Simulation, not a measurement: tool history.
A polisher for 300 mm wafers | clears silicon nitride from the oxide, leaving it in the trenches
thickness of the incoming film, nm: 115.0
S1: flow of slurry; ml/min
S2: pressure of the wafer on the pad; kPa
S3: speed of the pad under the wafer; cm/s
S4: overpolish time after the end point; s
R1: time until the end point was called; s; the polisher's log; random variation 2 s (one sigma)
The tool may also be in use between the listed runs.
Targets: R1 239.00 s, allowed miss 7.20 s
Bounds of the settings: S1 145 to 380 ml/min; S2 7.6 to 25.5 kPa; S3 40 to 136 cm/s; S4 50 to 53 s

| run | hour | S1 | S2 | S3 | S4 | R1 |
|---|---|---|---|---|---|---|
| 1 | 0.0 | 245 | 16.5 | 88 | 50 | 143.18 |
| 2 | 5.1 | 205 | 16.5 | 88 | 50 | 146.42 |
| 3 | 14.1 | 155 | 16.5 | 88 | 50 | 155.97 |
| 4 | 15.8 | 155 | 15.2 | 88 | 50 | 163.32 |
| 5 | 19.2 | 155 | 13.1 | 88 | 50 | 181.90 |
| 6 | 26.5 | 155 | 11.7 | 88 | 50 | 191.07 |
| 7 | 30.1 | 155 | 11.0 | 88 | 50 | 202.14 |
| 8 | 33.9 | 155 | 10.3 | 88 | 50 | 208.91 |
| 9 | 37.5 | 155 | 9.7 | 88 | 50 | 220.29 |
| 10 | 39.3 | 155 | 9.0 | 88 | 50 | 224.79 |

Which of these 4 next moves meets every target?
| A | 41.1 | 145 | 7.6 | 84 | 53 | ? |
| B | 41.1 | 215 | 7.6 | 80 | 53 | ? |
| C | 41.1 | 145 | 9.0 | 84 | 50 | ? |
| D | 41.1 | 195 | 11.0 | 76 | 50 | ? |

| move | R1 |
|---|---|
| A | 262.17 |
| B | 256.08 |
| C | 240.19 |
| D | 221.95 |
A: takes the result that was furthest off past its target
B: takes the result that was furthest off past its target
C: meets every target
D: further off than the last run
The right move is C.

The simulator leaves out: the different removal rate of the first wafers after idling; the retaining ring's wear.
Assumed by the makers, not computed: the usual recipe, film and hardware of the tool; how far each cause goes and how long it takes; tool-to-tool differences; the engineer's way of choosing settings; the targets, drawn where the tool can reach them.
